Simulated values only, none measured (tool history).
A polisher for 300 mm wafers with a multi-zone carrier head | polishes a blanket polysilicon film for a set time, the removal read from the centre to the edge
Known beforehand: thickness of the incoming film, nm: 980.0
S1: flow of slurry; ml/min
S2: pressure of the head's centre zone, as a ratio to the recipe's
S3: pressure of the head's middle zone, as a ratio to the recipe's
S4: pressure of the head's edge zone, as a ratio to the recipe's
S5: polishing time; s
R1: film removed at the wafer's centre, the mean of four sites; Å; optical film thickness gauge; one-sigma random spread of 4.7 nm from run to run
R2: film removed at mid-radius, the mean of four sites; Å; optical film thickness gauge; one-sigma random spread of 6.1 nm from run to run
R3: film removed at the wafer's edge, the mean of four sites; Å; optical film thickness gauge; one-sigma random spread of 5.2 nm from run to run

{"run": 1, "day": 0.0, "S1": 120, "S2": 1.0, "S3": 1.0, "S4": 1.0, "S5": 44, "R1": 3218.1, "R2": 3124.9, "R3": 3120.1}
{"run": 2, "day": 0.108, "S1": 110, "S2": 1.0, "S3": 1.0, "S4": 1.0, "S5": 44, "R1": 3121.7, "R2": 3147.1, "R3": 3080.7}
{"run": 3, "day": 0.329, "S1": 115, "S2": 1.03, "S3": 1.03, "S4": 1.02, "S5": 47, "R1": 3438.6, "R2": 3501.1, "R3": 3405.7}
{"run": 4, "day": 0.533, "S1": 115, "S2": 1.03, "S3": 1.03, "S4": 1.1, "S5": 47, "R1": 3428.4, "R2": 3458.8, "R3": 3568.7}
{"run": 5, "day": 0.908, "S1": 125, "S2": 1.06, "S3": 1.06, "S4": 1.1, "S5": 48, "R1": 3683.7, "R2": 3668.8, "R3": 3634.7}
{"run": 6, "day": 1.142, "S1": 115, "S2": 1.06, "S3": 1.06, "S4": 1.1, "S5": 48, "R1": 3663.8, "R2": 3595.0, "R3": 3541.0}
{"run": 7, "day": 1.175, "S1": 145, "S2": 1.16, "S3": 1.16, "S4": 1.13, "S5": 53, "R1": 4612.7, "R2": 4510.3, "R3": 4192.1}
{"run": 8, "day": 1.4, "S1": 150, "S2": 1.17, "S3": 1.16, "S4": 1.13, "S5": 53, "R1": 4636.7, "R2": 4486.3, "R3": 4140.0}

Expected results for the next run?
{"run": 9, "day": 1.742, "S1": 155, "S2": 1.17, "S3": 1.16, "S4": 1.13, "S5": 53, "R1": "?", "R2": "?", "R3": "?"}

{"run 9": {"R1": 4835.2, "R2": 4599.7, "R3": 4138.3}}

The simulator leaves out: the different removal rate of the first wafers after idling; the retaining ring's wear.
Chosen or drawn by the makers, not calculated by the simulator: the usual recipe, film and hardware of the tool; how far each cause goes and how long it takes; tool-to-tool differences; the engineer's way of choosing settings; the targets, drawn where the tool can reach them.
